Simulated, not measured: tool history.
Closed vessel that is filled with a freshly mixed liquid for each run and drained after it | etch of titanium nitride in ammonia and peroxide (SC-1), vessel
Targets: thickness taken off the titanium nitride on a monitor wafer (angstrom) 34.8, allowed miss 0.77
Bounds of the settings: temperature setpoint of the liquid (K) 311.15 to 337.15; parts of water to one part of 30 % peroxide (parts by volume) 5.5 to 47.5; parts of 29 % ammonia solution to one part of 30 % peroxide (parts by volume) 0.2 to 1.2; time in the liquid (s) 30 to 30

| run | hour | temperature setpoint of the liquid (K) | parts of water to one part of 30 % peroxide (parts by volume) | parts of 29 % ammonia solution to one part of 30 % peroxide (parts by volume) | time in the liquid (s) | thickness taken off the titanium nitride on a monitor wafer (angstrom) |
|---|---|---|---|---|---|---|
| 1 | 0 | 321.15 | 26.5 | 0.9 | 30 | 14.978 |
| 2 | 6.1 | 325.15 | 26.5 | 0.9 | 30 | 19.907 |
| 3 | 13 | 325.15 | 26.5 | 0.9 | 30 | 19.834 |
| 4 | 21.2 | 325.15 | 26.5 | 0.6 | 30 | 18.35 |
| 5 | 23.1 | 328.15 | 26.5 | 0.6 | 30 | 22.437 |
| 6 | 24.6 | 330.15 | 26.5 | 0.6 | 30 | 25.883 |
| 7 | 30.6 | 331.65 | 26.5 | 0.6 | 30 | 28.064 |
| 8 | 33.7 | 332.65 | 26.5 | 0.6 | 30 | 30.364 |
| 9 | 38.2 | 333.15 | 26.5 | 0.6 | 30 | 31.693 |
| 10 | 43.7 | 333.65 | 26.5 | 0.6 | 30 | 32.526 |
| 11 | 48.4 | 334.15 | 26.5 | 0.6 | 30 | 33.184 |

Which of these 4 next moves meets every target?
| A | 53.1 | 325.15 | 11.5 | 1.2 | 30 | ? |
| B | 53.1 | 336.15 | 27 | 0.4 | 30 | ? |
| C | 53.1 | 328.65 | 10 | 0.4 | 30 | ? |
| D | 53.1 | 329.65 | 15.5 | 1.05 | 30 | ? |

| move | thickness taken off the titanium nitride on a monitor wafer (angstrom) |
|---|---|
| A | 32.653 |
| B | 35.201 |
| C | 37.143 |
| D | 37.192 |
A: further off than the last run
B: meets every target
C: takes the result that was furthest off past its target
D: takes the result that was furthest off past its target
The right move is B.

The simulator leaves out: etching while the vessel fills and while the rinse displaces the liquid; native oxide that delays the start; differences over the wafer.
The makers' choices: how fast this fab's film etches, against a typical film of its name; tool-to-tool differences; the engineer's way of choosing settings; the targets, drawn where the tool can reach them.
